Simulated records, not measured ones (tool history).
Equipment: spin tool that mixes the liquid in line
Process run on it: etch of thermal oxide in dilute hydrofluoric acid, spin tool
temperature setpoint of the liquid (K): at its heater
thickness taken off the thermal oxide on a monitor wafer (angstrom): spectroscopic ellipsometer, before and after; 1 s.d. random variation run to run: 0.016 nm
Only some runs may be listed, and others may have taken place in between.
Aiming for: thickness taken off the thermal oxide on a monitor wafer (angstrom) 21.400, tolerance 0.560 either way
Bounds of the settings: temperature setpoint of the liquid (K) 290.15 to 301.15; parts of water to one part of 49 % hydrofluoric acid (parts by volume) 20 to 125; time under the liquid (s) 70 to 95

run  hour  temperature setpoint of the liquid (K)  parts of water to one part of 49 % hydrofluoric acid (parts by volume)  time under the liquid (s)  thickness taken off the thermal oxide on a monitor wafer (angstrom)
  1   0.0                                  293.15                                                                      70                         95                                                               51.755
  2   8.9                                  293.15                                                                      70                         70                                                               37.320
  3  17.8                                  293.15                                                                      70                         95                                                               51.307
  4  26.5                                  293.15                                                                      80                         95                                                               44.367
  5  30.8                                  293.15                                                                      80                         70                                                               32.329
  6  34.5                                  293.15                                                                     100                         70                                                               25.586
  7  41.7                                  292.65                                                                     100                         70                                                               25.184
  8  49.8                                  292.15                                                                     100                         70                                                               24.809

Below are 4 possible settings for the next run. Only one of them brings all results inside the allowed miss of their targets. Which is it?
  A  57.9                                  290.65                                                                     120                         80                                                                    ?
  B  57.9                                  292.15                                                                     120                         70                                                                    ?
  C  57.9                                  293.15                                                                     100                         80                                                                    ?
  D  57.9                                  291.15                                                                     105                         85                                                                    ?

move  thickness taken off the thermal oxide on a monitor wafer (angstrom)
   A                                                               21.476
   B                                                               19.990
   C                                                               29.190
   D                                                               27.044
A: hits every target within its allowed miss
B: carries the result that was furthest off beyond its target, to the other side
C: lands further from the targets than the last run did
D: lands further from the targets than the last run did
The move that meets every target is A.
